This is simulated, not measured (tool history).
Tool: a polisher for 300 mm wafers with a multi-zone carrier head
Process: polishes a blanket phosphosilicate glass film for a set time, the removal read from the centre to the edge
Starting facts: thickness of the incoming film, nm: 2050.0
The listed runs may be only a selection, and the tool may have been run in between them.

| run | day | flow of slurry (ml/min) | pressure of the head's centre zone | pressure of the head's middle zone | pressure of the head's edge zone | abrasive content of the slurry | polishing time (s) | film removed at the wafer's centre (Å) | film removed at mid-radius (Å) | film removed at the wafer's edge (Å) |
|---|---|---|---|---|---|---|---|---|---|---|
| 1 | 0.000 | 240 | 1.00 | 1.00 | 1.00 | 1.00 | 56 | 3292.0 | 3407.2 | 3383.3 |
| 2 | 0.121 | 235 | 0.99 | 0.98 | 0.98 | 0.90 | 55 | 2958.5 | 3077.1 | 2986.2 |
| 3 | 0.375 | 230 | 0.98 | 0.95 | 0.98 | 0.85 | 55 | 2797.3 | 2842.6 | 2939.3 |
| 4 | 0.621 | 175 | 0.98 | 0.95 | 0.98 | 0.85 | 55 | 2644.2 | 2715.8 | 2752.0 |
| 5 | 0.742 | 175 | 0.98 | 0.95 | 0.98 | 0.85 | 49 | 2364.6 | 2411.5 | 2456.5 |
| 6 | 0.821 | 170 | 0.98 | 0.93 | 0.96 | 0.85 | 49 | 2334.3 | 2378.7 | 2471.1 |

Run 7 is up next; what results do you expect?
| 7 | 1.179 | 165 | 0.99 | 0.92 | 0.95 | 0.80 | 49 | ? | ? | ? |

{"run 7": {"film removed at the wafer's centre (Å)": 2263.8, "film removed at mid-radius (Å)": 2212.9, "film removed at the wafer's edge (Å)": 2363.0}}
